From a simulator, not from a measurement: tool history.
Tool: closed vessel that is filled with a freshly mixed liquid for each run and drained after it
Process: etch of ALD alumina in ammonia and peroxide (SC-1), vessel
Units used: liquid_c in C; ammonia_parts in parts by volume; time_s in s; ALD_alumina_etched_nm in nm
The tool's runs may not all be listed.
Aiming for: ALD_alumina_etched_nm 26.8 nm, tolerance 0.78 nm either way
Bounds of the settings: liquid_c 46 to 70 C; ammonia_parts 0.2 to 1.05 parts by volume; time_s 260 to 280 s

run	hour	liquid_c	ammonia_parts	time_s	ALD_alumina_etched_nm
1	0	62	0.55	260	18.736
2	8.7	62	0.55	280	19.878
3	9.4	64	0.55	280	22.152
4	13.5	57.5	0.55	280	15.954
5	20.2	60.5	0.55	280	18.73
6	24.3	54.5	0.55	280	13.698
7	26.8	58.5	0.55	280	16.862
8	33	66.5	0.55	280	25.34
9	35	67	0.55	280	25.645

Below are 4 possible settings for the next run. Only one of them brings all results inside the allowed miss of their targets. Which is it?
A	37	67	0.55	270	?
B	37	69	0.4	270	?
C	37	67	0.4	265	?
D	37	69.5	0.55	275	?

move	ALD_alumina_etched_nm
A	24.914
B	26.648
C	23.729
D	28.651
A: further off than the last run
B: in spec on every target
C: further off than the last run
D: moves the result that the last run missed by most past its target, out the other side
B meets every target.
